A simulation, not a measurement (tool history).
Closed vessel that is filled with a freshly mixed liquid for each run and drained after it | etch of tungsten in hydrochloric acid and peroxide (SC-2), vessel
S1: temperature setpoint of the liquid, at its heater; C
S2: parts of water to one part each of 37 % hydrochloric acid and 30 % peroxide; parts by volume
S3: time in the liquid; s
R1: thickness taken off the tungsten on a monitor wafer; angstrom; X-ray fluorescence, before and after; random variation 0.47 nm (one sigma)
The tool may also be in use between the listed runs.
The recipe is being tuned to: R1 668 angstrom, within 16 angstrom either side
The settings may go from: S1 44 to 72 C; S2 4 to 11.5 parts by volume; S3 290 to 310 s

run	hour	S1	S2	S3	R1
1	0	60	6.5	290	962.53
2	4.5	60	6.5	310	1021
3	9.2	60	6.5	290	945.39
4	13	59	6.5	290	891.3
5	14.1	58	6.5	290	837.07
6	17.3	60.5	6.5	290	991.02
7	24.3	59.5	6.5	290	940.74
8	25.3	59.5	6.5	290	925.32
9	29.6	58.5	6.5	290	875.63
10	38.3	57.5	6.5	290	815.66

Which of these 5 next moves meets every target?
A	47	54	7	290	?
B	47	53.5	6	290	?
C	47	63.5	8	305	?
D	47	58.5	5.5	290	?
E	47	51.5	5	300	?

move	R1
A	620.39
B	677.65
C	1067.9
D	998.75
E	705.46
A: takes the result that was furthest off past its target
B: every result lands within tolerance
C: misses by more than the last run did
D: misses by more than the last run did
E: nearer than the last run, and not there yet
So the answer is move B, the one that meets all the targets.

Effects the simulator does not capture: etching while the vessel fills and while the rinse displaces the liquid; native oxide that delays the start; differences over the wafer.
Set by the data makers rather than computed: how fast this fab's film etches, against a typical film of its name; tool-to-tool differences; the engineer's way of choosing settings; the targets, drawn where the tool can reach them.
